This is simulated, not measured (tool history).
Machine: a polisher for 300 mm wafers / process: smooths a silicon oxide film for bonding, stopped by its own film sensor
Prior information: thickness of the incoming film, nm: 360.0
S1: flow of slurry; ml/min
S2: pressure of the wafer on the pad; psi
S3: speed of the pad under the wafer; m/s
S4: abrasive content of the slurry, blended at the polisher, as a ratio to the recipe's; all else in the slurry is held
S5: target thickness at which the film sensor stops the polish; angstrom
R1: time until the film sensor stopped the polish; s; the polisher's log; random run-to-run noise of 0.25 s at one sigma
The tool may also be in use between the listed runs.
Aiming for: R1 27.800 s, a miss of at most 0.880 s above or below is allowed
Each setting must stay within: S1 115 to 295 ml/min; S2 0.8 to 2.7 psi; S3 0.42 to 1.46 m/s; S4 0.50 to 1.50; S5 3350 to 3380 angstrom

Run 1, day 0.000: S1 190 ml/min, S2 1.7 psi, S3 0.94 m/s, S4 1.00, S5 3350 angstrom. Result: R1 46.534 s.
Run 2, day 0.317: S1 195 ml/min, S2 1.9 psi, S3 0.94 m/s, S4 1.00, S5 3350 angstrom. Result: R1 42.435 s.
Run 3, day 0.621: S1 195 ml/min, S2 1.9 psi, S3 0.94 m/s, S4 1.00, S5 3350 angstrom. Result: R1 42.010 s.
Run 4, day 0.921: S1 195 ml/min, S2 1.9 psi, S3 1.16 m/s, S4 1.00, S5 3350 angstrom. Result: R1 38.159 s.
Run 5, day 0.975: S1 195 ml/min, S2 2.1 psi, S3 1.16 m/s, S4 1.00, S5 3350 angstrom. Result: R1 34.428 s.
Run 6, day 1.167: S1 195 ml/min, S2 2.1 psi, S3 1.16 m/s, S4 1.00, S5 3350 angstrom. Result: R1 33.964 s.
Run 7, day 1.433: S1 195 ml/min, S2 2.2 psi, S3 1.16 m/s, S4 1.00, S5 3350 angstrom. Result: R1 33.143 s.
Run 8, day 1.517: S1 195 ml/min, S2 2.2 psi, S3 1.16 m/s, S4 1.00, S5 3350 angstrom. Result: R1 32.695 s.
Run 9, day 1.721: S1 200 ml/min, S2 2.3 psi, S3 1.16 m/s, S4 1.00, S5 3350 angstrom. Result: R1 31.532 s.
Run 10, day 1.888: S1 200 ml/min, S2 2.4 psi, S3 1.16 m/s, S4 1.00, S5 3350 angstrom. Result: R1 30.066 s.
Run 11, day 2.254: S1 200 ml/min, S2 2.5 psi, S3 1.16 m/s, S4 1.00, S5 3350 angstrom. Result: R1 28.752 s.

Which one of the following 5 next-run settings gets every result inside its allowed miss? There is exactly one.
Run A, day 2.621: S1 180 ml/min, S2 2.6 psi, S3 1.20 m/s, S4 1.00, S5 3370 angstrom. Result: R1 ?.
Run B, day 2.621: S1 205 ml/min, S2 2.2 psi, S3 1.28 m/s, S4 0.75, S5 3380 angstrom. Result: R1 ?.
Run C, day 2.621: S1 165 ml/min, S2 2.5 psi, S3 1.34 m/s, S4 1.15, S5 3350 angstrom. Result: R1 ?.
Run D, day 2.621: S1 240 ml/min, S2 1.9 psi, S3 1.46 m/s, S4 1.05, S5 3380 angstrom. Result: R1 ?.
Run E, day 2.621: S1 220 ml/min, S2 2.4 psi, S3 1.26 m/s, S4 0.90, S5 3350 angstrom. Result: R1 ?.

move      R1
   A  25.365
   B  31.130
   C  25.749
   D  28.033
   E  29.741
A: takes the result that was furthest off past its target
B: lands further from the targets than the last run did
C: takes the result that was furthest off past its target
D: all results in spec
E: lands further from the targets than the last run did
Answer: D

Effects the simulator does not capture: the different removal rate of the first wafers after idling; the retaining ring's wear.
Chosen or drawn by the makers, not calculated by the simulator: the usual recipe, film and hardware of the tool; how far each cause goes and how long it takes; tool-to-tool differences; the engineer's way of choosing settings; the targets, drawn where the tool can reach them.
